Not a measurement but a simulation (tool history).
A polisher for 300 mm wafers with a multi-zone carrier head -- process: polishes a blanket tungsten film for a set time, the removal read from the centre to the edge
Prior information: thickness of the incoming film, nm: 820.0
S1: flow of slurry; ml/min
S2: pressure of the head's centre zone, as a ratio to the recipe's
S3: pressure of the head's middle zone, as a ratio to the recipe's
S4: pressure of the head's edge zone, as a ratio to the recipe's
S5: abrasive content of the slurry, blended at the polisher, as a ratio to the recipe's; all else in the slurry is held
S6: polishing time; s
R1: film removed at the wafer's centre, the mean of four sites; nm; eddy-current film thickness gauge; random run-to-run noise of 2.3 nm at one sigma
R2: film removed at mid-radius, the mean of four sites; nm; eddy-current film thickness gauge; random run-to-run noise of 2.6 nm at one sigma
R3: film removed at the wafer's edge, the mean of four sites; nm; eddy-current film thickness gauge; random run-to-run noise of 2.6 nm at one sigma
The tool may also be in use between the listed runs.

| run | day | S1 | S2 | S3 | S4 | S5 | S6 | R1 | R2 | R3 |
|---|---|---|---|---|---|---|---|---|---|---|
| 1 | 0 | 130 | 1 | 1 | 1 | 1 | 56 | 266.24 | 245.75 | 243.72 |
| 2 | 0.333 | 140 | 0.99 | 0.99 | 1.05 | 1.1 | 57 | 280.41 | 262.27 | 267.44 |
| 3 | 0.6 | 140 | 0.99 | 0.99 | 0.98 | 1.1 | 57 | 280.56 | 256.41 | 255.57 |
| 4 | 0.942 | 140 | 0.95 | 0.99 | 0.98 | 1.1 | 57 | 273.39 | 259.65 | 255.85 |
| 5 | 1.229 | 140 | 0.95 | 0.92 | 0.98 | 1.1 | 57 | 272.09 | 246.08 | 257.32 |
| 6 | 1.267 | 140 | 0.88 | 0.92 | 0.98 | 1.1 | 57 | 256.8 | 245.6 | 253.97 |
| 7 | 1.542 | 150 | 0.89 | 0.92 | 1.03 | 1.2 | 57 | 268.62 | 254.15 | 270.61 |
| 8 | 1.833 | 155 | 0.9 | 0.93 | 1.06 | 1.25 | 57 | 275.63 | 262.49 | 279.19 |

Run 9, settings as shown, results not yet in. Your forecast:
| 9 | 1.925 | 160 | 0.91 | 0.93 | 1.09 | 1.3 | 57 | ? | ? | ? |

Run 9 yielded R1 280.2 nm, R2 265.2 nm, R3 289.09 nm.
